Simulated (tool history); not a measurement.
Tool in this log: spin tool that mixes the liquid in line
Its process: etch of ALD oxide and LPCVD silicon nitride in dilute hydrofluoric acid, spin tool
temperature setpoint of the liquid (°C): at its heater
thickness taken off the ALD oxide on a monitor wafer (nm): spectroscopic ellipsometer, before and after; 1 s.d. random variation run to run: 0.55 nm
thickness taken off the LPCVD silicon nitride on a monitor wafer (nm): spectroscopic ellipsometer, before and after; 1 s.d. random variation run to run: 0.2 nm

run  hour  temperature setpoint of the liquid (°C)  parts of water to one part of 49 % hydrofluoric acid (parts by volume)  time under the liquid (s)  thickness taken off the ALD oxide on a monitor wafer (nm)  thickness taken off the LPCVD silicon nitride on a monitor wafer (nm)
  1   0.0                                     24.0                                                                     110                        180                                                     17.343                                                                0.84326
  2   1.0                                     24.0                                                                     140                        180                                                     13.099                                                                0.59731
  3   4.4                                     25.5                                                                     105                        210                                                     22.703                                                                1.00940
  4  12.1                                     25.5                                                                     140                        210                                                     16.383                                                                0.87858
  5  17.5                                     25.5                                                                     170                        210                                                     12.820                                                                0.70758
  6  24.8                                     27.0                                                                     125                        235                                                     21.781                                                                1.08970
  7  29.1                                     28.5                                                                      95                        260                                                     35.254                                                                1.65560
  8  31.7                                     29.5                                                                      75                        270                                                     49.669                                                                2.38100

What does the tool deliver on the next run?
  9  35.4                                     30.0                                                                      60                        270                                                          ?                                                                      ?

{"run 9": {"thickness taken off the ALD oxide on a monitor wafer (nm)": 64.439, "thickness taken off the LPCVD silicon nitride on a monitor wafer (nm)": 3.3623}}
